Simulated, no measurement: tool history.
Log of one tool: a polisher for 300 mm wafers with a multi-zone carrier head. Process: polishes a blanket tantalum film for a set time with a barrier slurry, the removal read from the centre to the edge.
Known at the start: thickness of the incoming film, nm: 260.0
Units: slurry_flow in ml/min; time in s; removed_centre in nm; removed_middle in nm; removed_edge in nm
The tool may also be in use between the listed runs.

| run | hour | slurry_flow | centre_zone | middle_zone | edge_zone | slurry_solids | time | removed_centre | removed_middle | removed_edge |
|---|---|---|---|---|---|---|---|---|---|---|
| 1 | 0.0 | 170 | 1.00 | 1.00 | 1.00 | 1.00 | 61 | 84.539 | 85.146 | 82.509 |
| 2 | 1.8 | 180 | 1.02 | 0.97 | 1.02 | 1.00 | 61 | 85.907 | 80.262 | 83.628 |
| 3 | 9.2 | 180 | 1.02 | 0.97 | 1.02 | 1.00 | 50 | 71.247 | 66.923 | 68.050 |
| 4 | 14.3 | 185 | 1.04 | 0.97 | 1.04 | 1.10 | 51 | 76.540 | 70.483 | 72.920 |
| 5 | 19.0 | 185 | 0.96 | 0.97 | 1.04 | 1.10 | 51 | 72.045 | 71.025 | 72.201 |
| 6 | 26.9 | 185 | 0.96 | 1.05 | 1.04 | 1.10 | 51 | 71.863 | 76.226 | 71.416 |
| 7 | 27.7 | 185 | 0.96 | 1.05 | 1.04 | 1.10 | 51 | 72.055 | 75.505 | 70.533 |

Run 8 comes next. What will it give?
| 8 | 34.6 | 205 | 1.06 | 0.95 | 1.14 | 1.35 | 56 | ? | ? | ? |

{"run 8": {"removed_centre": 90.824, "removed_middle": 82.896, "removed_edge": 88.269}}
